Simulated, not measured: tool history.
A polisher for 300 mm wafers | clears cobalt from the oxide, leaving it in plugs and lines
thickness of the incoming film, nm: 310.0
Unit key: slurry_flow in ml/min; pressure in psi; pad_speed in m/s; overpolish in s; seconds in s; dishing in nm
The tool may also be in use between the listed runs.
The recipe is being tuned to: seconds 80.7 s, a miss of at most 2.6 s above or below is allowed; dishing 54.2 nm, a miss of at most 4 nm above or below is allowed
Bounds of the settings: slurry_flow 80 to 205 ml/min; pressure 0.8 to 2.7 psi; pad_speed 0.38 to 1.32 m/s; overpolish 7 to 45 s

{"run": 1, "hour": 0.0, "slurry_flow": 135, "pressure": 1.7, "pad_speed": 0.84, "overpolish": 23, "seconds": 92.205, "dishing": 46.836}
{"run": 2, "hour": 0.6, "slurry_flow": 135, "pressure": 1.7, "pad_speed": 0.84, "overpolish": 19, "seconds": 94.321, "dishing": 41.907}
{"run": 3, "hour": 8.2, "slurry_flow": 135, "pressure": 1.7, "pad_speed": 0.84, "overpolish": 27, "seconds": 93.732, "dishing": 47.974}
{"run": 4, "hour": 15.6, "slurry_flow": 135, "pressure": 1.7, "pad_speed": 0.74, "overpolish": 27, "seconds": 103.5, "dishing": 46.334}
{"run": 5, "hour": 19.1, "slurry_flow": 135, "pressure": 1.7, "pad_speed": 0.9, "overpolish": 27, "seconds": 86.272, "dishing": 51.171}
{"run": 6, "hour": 19.8, "slurry_flow": 150, "pressure": 1.7, "pad_speed": 0.9, "overpolish": 27, "seconds": 83.977, "dishing": 51.434}
{"run": 7, "hour": 28.3, "slurry_flow": 155, "pressure": 1.7, "pad_speed": 0.9, "overpolish": 28, "seconds": 85.262, "dishing": 51.808}
{"run": 8, "hour": 34.5, "slurry_flow": 155, "pressure": 1.7, "pad_speed": 0.9, "overpolish": 28, "seconds": 85.153, "dishing": 52.059}

Below are 5 possible settings for the next run. Only one of them brings all results inside the allowed miss of their targets. Which is it?
{"run": "A", "hour": 40.7, "slurry_flow": 155, "pressure": 1.9, "pad_speed": 0.9, "overpolish": 27, "seconds": "?", "dishing": "?"}
{"run": "B", "hour": 40.7, "slurry_flow": 150, "pressure": 2.2, "pad_speed": 0.8, "overpolish": 30, "seconds": "?", "dishing": "?"}
{"run": "C", "hour": 40.7, "slurry_flow": 165, "pressure": 1.6, "pad_speed": 0.82, "overpolish": 27, "seconds": "?", "dishing": "?"}
{"run": "D", "hour": 40.7, "slurry_flow": 160, "pressure": 1.8, "pad_speed": 0.88, "overpolish": 30, "seconds": "?", "dishing": "?"}
{"run": "E", "hour": 40.7, "slurry_flow": 170, "pressure": 1.7, "pad_speed": 0.8, "overpolish": 32, "seconds": "?", "dishing": "?"}

move=A seconds=76.373 dishing=53.1
move=B seconds=73.748 dishing=55.305
move=C seconds=96.75 dishing=48.784
move=D seconds=81.622 dishing=53.805
move=E seconds=92.723 dishing=52.835
A: takes the result that was furthest off past its target
B: takes the result that was furthest off past its target
C: its largest miss is bigger than the last run's
D: every result within its allowed miss
E: its largest miss is bigger than the last run's
D meets every target.
